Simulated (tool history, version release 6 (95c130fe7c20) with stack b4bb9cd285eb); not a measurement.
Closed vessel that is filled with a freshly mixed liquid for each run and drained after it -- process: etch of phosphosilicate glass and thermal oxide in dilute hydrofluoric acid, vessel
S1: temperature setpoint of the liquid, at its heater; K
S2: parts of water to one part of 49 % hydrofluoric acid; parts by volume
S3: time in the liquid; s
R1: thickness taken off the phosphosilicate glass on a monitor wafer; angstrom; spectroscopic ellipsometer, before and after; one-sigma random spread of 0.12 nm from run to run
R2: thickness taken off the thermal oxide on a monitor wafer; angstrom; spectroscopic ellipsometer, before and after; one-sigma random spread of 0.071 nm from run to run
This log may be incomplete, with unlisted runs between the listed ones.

| run | hour | S1 | S2 | S3 | R1 | R2 |
|---|---|---|---|---|---|---|
| 1 | 0.0 | 296.15 | 285 | 60 | 125.16 | 8.3076 |
| 2 | 3.6 | 299.65 | 285 | 60 | 143.01 | 9.6235 |
| 3 | 11.4 | 298.15 | 285 | 60 | 135.97 | 8.2355 |
| 4 | 17.1 | 299.65 | 285 | 60 | 142.45 | 9.0035 |
| 5 | 23.0 | 300.15 | 275 | 60 | 151.81 | 10.0830 |
| 6 | 26.9 | 300.65 | 265 | 60 | 162.20 | 10.1500 |
| 7 | 28.7 | 303.65 | 160 | 60 | 337.22 | 22.3670 |
| 8 | 34.8 | 303.15 | 160 | 60 | 332.91 | 21.2190 |

Estimate the outcome of run 9 from the log above:
| 9 | 43.5 | 302.65 | 160 | 60 | ? | ? |

Logged for run 9: R1 327.40 angstrom, R2 19.2180 angstrom.

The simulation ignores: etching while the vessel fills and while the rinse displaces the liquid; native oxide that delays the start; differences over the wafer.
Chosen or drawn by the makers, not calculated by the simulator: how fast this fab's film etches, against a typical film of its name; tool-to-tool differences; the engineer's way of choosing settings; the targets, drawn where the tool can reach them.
